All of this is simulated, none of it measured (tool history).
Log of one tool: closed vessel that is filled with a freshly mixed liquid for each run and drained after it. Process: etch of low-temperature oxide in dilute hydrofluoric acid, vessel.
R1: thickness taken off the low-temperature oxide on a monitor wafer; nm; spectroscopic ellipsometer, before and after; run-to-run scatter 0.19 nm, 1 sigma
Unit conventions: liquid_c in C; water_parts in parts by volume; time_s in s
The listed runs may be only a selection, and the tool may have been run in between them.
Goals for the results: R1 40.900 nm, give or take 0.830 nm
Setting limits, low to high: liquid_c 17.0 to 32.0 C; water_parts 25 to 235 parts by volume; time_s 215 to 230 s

run 1 hour=0.0 | liquid_c=24.0 water_parts=130 time_s=215 | R1=27.547
run 2 hour=4.1 | liquid_c=24.0 water_parts=130 time_s=215 | R1=27.478
run 3 hour=6.1 | liquid_c=26.0 water_parts=125 time_s=215 | R1=31.004
run 4 hour=12.1 | liquid_c=24.5 water_parts=125 time_s=215 | R1=29.037
run 5 hour=16.1 | liquid_c=26.0 water_parts=125 time_s=215 | R1=30.876
run 6 hour=17.4 | liquid_c=29.0 water_parts=125 time_s=215 | R1=34.490
run 7 hour=25.9 | liquid_c=29.0 water_parts=125 time_s=215 | R1=34.725
run 8 hour=31.4 | liquid_c=29.5 water_parts=125 time_s=215 | R1=35.378
run 9 hour=39.7 | liquid_c=30.0 water_parts=125 time_s=215 | R1=35.930
run 10 hour=47.6 | liquid_c=30.5 water_parts=125 time_s=215 | R1=36.585

Exercise: of the 5 proposed moves below, exactly one satisfies all targets within the stated allowed misses. Which move is it?
run A hour=55.5 | liquid_c=30.0 water_parts=115 time_s=220 | R1=?
run B hour=55.5 | liquid_c=30.0 water_parts=115 time_s=215 | R1=?
run C hour=55.5 | liquid_c=27.0 water_parts=110 time_s=225 | R1=?
run D hour=55.5 | liquid_c=30.0 water_parts=120 time_s=225 | R1=?
run E hour=55.5 | liquid_c=31.0 water_parts=125 time_s=215 | R1=?

move=A R1=40.496
move=B R1=39.575
move=C R1=38.937
move=D R1=39.418
move=E R1=37.250
A: every result within its allowed miss
B: closes in on the targets versus the last run, not all within tolerance yet
C: closes in on the targets versus the last run, not all within tolerance yet
D: closes in on the targets versus the last run, not all within tolerance yet
E: closes in on the targets versus the last run, not all within tolerance yet
Move A is the one to make.
